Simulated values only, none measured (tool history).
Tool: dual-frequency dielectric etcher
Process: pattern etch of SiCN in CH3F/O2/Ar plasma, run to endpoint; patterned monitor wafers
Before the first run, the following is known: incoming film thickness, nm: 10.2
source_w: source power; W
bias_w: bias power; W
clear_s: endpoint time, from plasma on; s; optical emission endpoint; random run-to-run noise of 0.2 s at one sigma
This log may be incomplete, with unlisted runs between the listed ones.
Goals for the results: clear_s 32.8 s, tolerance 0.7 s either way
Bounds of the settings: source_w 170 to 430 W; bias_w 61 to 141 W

Run 1, hour 0: source_w 300 W, bias_w 101 W. Result: clear_s 26.628 s.
Run 2, hour 7.9: source_w 340 W, bias_w 101 W. Result: clear_s 25.166 s.
Run 3, hour 16.3: source_w 300 W, bias_w 101 W. Result: clear_s 26.51 s.
Run 4, hour 19.7: source_w 260 W, bias_w 96 W. Result: clear_s 28.538 s.
Run 5, hour 28.7: source_w 260 W, bias_w 103 W. Result: clear_s 27.988 s.
Run 6, hour 29.7: source_w 230 W, bias_w 99 W. Result: clear_s 29.426 s.
Run 7, hour 37.2: source_w 210 W, bias_w 96 W. Result: clear_s 31.248 s.
Run 8, hour 40.8: source_w 200 W, bias_w 96 W. Result: clear_s 31.66 s.

Below are 4 possible settings for the next run. Only one of them brings all results inside the allowed miss of their targets. Which is it?
Run A, hour 44.4: source_w 190 W, bias_w 105 W. Result: clear_s ?.
Run B, hour 44.4: source_w 240 W, bias_w 94 W. Result: clear_s ?.
Run C, hour 44.4: source_w 200 W, bias_w 106 W. Result: clear_s ?.
Run D, hour 44.4: source_w 180 W, bias_w 97 W. Result: clear_s ?.

move  clear_s
   A   31.321
   B   29.588
   C   30.567
   D   32.929
A: its largest miss is bigger than the last run's
B: its largest miss is bigger than the last run's
C: its largest miss is bigger than the last run's
D: all results land within tolerance of their targets
The move that meets every target is D.
